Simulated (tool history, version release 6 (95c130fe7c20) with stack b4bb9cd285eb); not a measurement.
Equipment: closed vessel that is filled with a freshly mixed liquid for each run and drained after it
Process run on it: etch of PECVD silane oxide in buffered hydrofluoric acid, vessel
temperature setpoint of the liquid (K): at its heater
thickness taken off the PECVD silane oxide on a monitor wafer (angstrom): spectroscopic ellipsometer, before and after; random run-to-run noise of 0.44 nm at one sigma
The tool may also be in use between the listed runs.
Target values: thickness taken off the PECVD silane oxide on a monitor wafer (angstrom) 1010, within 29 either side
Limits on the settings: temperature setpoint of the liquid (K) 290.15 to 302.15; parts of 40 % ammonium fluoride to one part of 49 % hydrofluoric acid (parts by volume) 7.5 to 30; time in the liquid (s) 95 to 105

| run | hour | temperature setpoint of the liquid (K) | parts of 40 % ammonium fluoride to one part of 49 % hydrofluoric acid (parts by volume) | time in the liquid (s) | thickness taken off the PECVD silane oxide on a monitor wafer (angstrom) |
|---|---|---|---|---|---|
| 1 | 0 | 294.15 | 20.5 | 95 | 1557.8 |
| 2 | 2.4 | 294.15 | 26 | 95 | 1329.8 |
| 3 | 5.8 | 294.15 | 20.5 | 95 | 1563.5 |
| 4 | 7.7 | 293.15 | 22.5 | 95 | 1391.2 |
| 5 | 12.1 | 293.15 | 22.5 | 105 | 1521.4 |
| 6 | 15.9 | 293.15 | 20.5 | 105 | 1637.2 |
| 7 | 20.6 | 292.15 | 23 | 105 | 1434.2 |
| 8 | 27.6 | 290.15 | 29.5 | 105 | 1081.5 |
| 9 | 33.2 | 290.15 | 30 | 105 | 1063.4 |

Exactly one of the 4 candidate moves below puts every result within its allowed miss. Which one?
| A | 38.8 | 290.15 | 28 | 95 | ? |
| B | 38.8 | 292.15 | 30 | 95 | ? |
| C | 38.8 | 291.15 | 30 | 100 | ? |
| D | 38.8 | 290.65 | 29.5 | 100 | ? |

| move | thickness taken off the PECVD silane oxide on a monitor wafer (angstrom) |
|---|---|
| A | 1006.8 |
| B | 1075.9 |
| C | 1069.8 |
| D | 1051.9 |
A: all results land within tolerance of their targets
B: lands further from the targets than the last run did
C: lands further from the targets than the last run did
D: closes in on the targets versus the last run, not all within tolerance yet
A meets every target.
